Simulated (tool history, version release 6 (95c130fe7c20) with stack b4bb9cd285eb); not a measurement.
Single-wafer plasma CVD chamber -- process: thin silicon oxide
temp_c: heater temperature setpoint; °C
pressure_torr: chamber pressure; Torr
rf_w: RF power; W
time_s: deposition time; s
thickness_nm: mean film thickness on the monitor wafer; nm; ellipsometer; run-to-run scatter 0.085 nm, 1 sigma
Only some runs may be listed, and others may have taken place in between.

run 1 hour=0 | temp_c=385 pressure_torr=1.04 rf_w=275 time_s=6.76 | thickness_nm=13.866
run 2 hour=1.1 | temp_c=385 pressure_torr=1.11 rf_w=275 time_s=6.76 | thickness_nm=14.596
run 3 hour=6.4 | temp_c=385 pressure_torr=1.15 rf_w=275 time_s=6.76 | thickness_nm=15.023
run 4 hour=10.2 | temp_c=385 pressure_torr=1.18 rf_w=275 time_s=6.76 | thickness_nm=15.386
run 5 hour=14.1 | temp_c=385 pressure_torr=1.18 rf_w=275 time_s=6.42 | thickness_nm=14.598
run 6 hour=22.7 | temp_c=385 pressure_torr=1.18 rf_w=255 time_s=6.42 | thickness_nm=13.854
run 7 hour=30.7 | temp_c=385 pressure_torr=1.21 rf_w=260 time_s=6.42 | thickness_nm=14.071

What will run 8 give?
run 8 hour=31.9 | temp_c=385 pressure_torr=1.42 rf_w=305 time_s=6.67 | thickness_nm=?

thickness_nm: 17.676 nm

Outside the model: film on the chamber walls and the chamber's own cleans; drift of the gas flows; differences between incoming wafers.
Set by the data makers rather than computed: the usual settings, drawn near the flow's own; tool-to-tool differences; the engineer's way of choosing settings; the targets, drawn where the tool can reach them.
